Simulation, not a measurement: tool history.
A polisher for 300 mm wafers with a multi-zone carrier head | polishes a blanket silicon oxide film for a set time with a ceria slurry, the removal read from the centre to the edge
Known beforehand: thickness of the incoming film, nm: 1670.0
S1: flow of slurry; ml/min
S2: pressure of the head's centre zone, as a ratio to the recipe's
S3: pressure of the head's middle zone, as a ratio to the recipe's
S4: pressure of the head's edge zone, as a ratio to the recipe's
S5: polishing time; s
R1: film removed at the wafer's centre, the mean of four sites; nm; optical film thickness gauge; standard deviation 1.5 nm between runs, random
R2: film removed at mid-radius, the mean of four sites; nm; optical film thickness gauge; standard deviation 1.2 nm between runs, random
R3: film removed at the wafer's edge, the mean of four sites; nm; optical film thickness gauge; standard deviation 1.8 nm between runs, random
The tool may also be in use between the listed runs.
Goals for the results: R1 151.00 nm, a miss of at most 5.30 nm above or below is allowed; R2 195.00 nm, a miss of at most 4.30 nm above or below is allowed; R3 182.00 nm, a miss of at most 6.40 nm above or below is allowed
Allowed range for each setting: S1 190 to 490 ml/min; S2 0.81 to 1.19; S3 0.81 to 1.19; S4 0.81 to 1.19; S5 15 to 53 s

run	day	S1	S2	S3	S4	S5	R1	R2	R3
1	0.000	315	1.00	1.00	1.00	34	128.99	128.61	127.63
2	0.071	315	1.00	1.05	1.00	34	125.51	134.62	127.37
3	0.296	390	1.00	1.05	1.00	34	131.03	136.91	128.18
4	0.500	370	0.98	1.08	1.04	37	137.51	151.68	142.55
5	0.612	370	1.02	1.08	1.04	37	142.38	152.82	143.76
6	0.879	370	1.06	1.08	1.04	37	148.10	152.59	144.21
7	0.971	360	1.03	1.11	1.08	39	152.50	162.86	153.15
8	1.342	360	0.98	1.13	1.11	41	152.03	176.02	162.07

Which single option among these 4 for the next run brings every result within its allowed miss of target? Just one does.
A	1.712	305	0.84	0.90	1.19	48	?	?	?
B	1.712	430	0.89	1.17	1.17	44	?	?	?
C	1.712	310	0.96	0.88	1.19	45	?	?	?
D	1.712	370	0.89	1.06	1.18	44	?	?	?

move	R1	R2	R3
A	149.85	165.64	198.20
B	150.05	194.50	183.00
C	160.96	152.54	186.06
D	148.24	176.86	182.62
A: the biggest miss grows against the last run
B: every result within its allowed miss
C: the biggest miss grows against the last run
D: just as far off the targets as the last run
B is the move that brings every result within its allowed miss.

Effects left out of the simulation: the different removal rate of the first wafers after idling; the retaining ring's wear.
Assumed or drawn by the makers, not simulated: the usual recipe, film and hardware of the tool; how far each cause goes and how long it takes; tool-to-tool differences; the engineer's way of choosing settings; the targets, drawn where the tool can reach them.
